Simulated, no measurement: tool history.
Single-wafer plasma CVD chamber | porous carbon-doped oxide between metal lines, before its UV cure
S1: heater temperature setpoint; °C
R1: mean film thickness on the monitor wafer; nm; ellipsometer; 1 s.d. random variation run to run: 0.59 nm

{"run": 1, "hour": 0.0, "S1": 325, "RF power (kW)": 0.395, "deposition time (s)": 35.5, "R1": 142.98}
{"run": 2, "hour": 1.4, "S1": 334, "RF power (kW)": 0.395, "deposition time (s)": 35.5, "R1": 136.03}
{"run": 3, "hour": 4.8, "S1": 334, "RF power (kW)": 0.395, "deposition time (s)": 35.5, "R1": 135.59}
{"run": 4, "hour": 12.1, "S1": 340, "RF power (kW)": 0.395, "deposition time (s)": 35.5, "R1": 132.05}
{"run": 5, "hour": 15.2, "S1": 340, "RF power (kW)": 0.395, "deposition time (s)": 35.5, "R1": 133.08}
{"run": 6, "hour": 20.8, "S1": 340, "RF power (kW)": 0.44, "deposition time (s)": 35.5, "R1": 145.13}

Run 7, settings as shown, results not yet in. Your forecast:
{"run": 7, "hour": 25.6, "S1": 341, "RF power (kW)": 0.43, "deposition time (s)": 35.4, "R1": "?"}

R1: 141.96 nm

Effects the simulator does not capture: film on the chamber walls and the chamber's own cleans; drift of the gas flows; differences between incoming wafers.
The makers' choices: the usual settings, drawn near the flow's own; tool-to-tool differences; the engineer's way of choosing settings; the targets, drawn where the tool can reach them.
